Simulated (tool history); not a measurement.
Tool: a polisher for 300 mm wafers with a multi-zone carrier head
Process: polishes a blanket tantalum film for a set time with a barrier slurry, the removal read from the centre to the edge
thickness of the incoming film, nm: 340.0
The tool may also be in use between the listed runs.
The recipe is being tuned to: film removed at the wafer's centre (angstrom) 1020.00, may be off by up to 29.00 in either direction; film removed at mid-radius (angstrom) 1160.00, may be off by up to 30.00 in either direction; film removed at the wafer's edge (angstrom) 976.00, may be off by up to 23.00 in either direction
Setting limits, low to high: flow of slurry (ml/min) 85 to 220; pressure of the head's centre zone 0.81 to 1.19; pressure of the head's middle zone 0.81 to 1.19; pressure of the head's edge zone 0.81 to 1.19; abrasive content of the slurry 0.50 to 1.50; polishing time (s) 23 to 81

run,hour,flow of slurry (ml/min),pressure of the head's centre zone,pressure of the head's middle zone,pressure of the head's edge zone,abrasive content of the slurry,polishing time (s),film removed at the wafer's centre (angstrom),film removed at mid-radius (angstrom),film removed at the wafer's edge (angstrom)
1,0.0,140,1.00,1.00,1.00,1.00,52,757.66,758.65,717.60
2,5.6,140,1.07,1.00,1.00,1.00,52,794.14,754.50,721.40
3,7.2,150,1.07,1.03,1.02,1.05,52,832.09,778.41,743.21
4,14.0,155,1.04,1.05,1.02,1.10,53,840.85,832.81,756.96
5,19.4,155,1.04,1.05,1.10,1.10,53,843.05,827.41,797.98
6,24.7,155,1.04,1.05,1.10,1.25,53,872.06,862.98,821.89
7,25.9,160,1.03,1.07,1.11,1.30,54,898.79,893.06,852.41
8,29.0,165,1.02,1.09,1.11,1.35,55,913.77,944.20,883.50
9,36.2,205,1.03,1.19,1.12,1.50,56,980.41,1071.20,937.10
10,36.9,205,1.02,1.19,1.11,1.50,57,995.96,1076.20,956.53
11,37.6,205,1.02,1.19,1.11,1.50,57,1002.30,1098.00,945.52
# hour 42.5: edge zone pressure recalibrated
12,42.5,205,1.01,1.19,1.11,1.50,57,995.12,1086.40,977.17
13,45.6,195,1.01,1.19,1.09,1.50,58,1018.30,1095.80,1003.50
14,49.9,200,1.01,1.19,1.10,1.50,58,1007.20,1096.40,998.09
15,54.4,205,1.01,1.19,1.11,1.50,58,1010.70,1097.50,1000.40
16,58.5,205,1.02,1.19,1.12,1.50,58,1018.20,1094.40,1014.10
17,59.4,205,1.01,1.19,1.10,1.50,58,1022.20,1122.80,996.88

Exercise: of the 5 proposed moves below, exactly one satisfies all targets within the stated allowed misses. Which move is it?
A,60.3,220,0.98,1.19,1.02,1.30,63,?,?,?
B,60.3,195,0.99,1.17,1.11,1.50,60,?,?,?
C,60.3,210,1.07,1.19,1.16,1.30,57,?,?,?
D,60.3,200,0.97,1.19,0.96,1.20,64,?,?,?
E,60.3,215,0.97,1.15,1.06,1.40,61,?,?,?

move,film removed at the wafer's centre (angstrom),film removed at mid-radius (angstrom),film removed at the wafer's edge (angstrom)
A,1040.00,1168.60,1017.10
B,1017.20,1123.50,1035.60
C,998.23,1051.30,978.02
D,1014.20,1149.60,974.48
E,1015.10,1123.90,1020.80
A: puts the biggest miss on target and leaves a different result outside tolerance
B: lands further from the targets than the last run did
C: lands further from the targets than the last run did
D: all results in spec
E: lands further from the targets than the last run did
Answer: D

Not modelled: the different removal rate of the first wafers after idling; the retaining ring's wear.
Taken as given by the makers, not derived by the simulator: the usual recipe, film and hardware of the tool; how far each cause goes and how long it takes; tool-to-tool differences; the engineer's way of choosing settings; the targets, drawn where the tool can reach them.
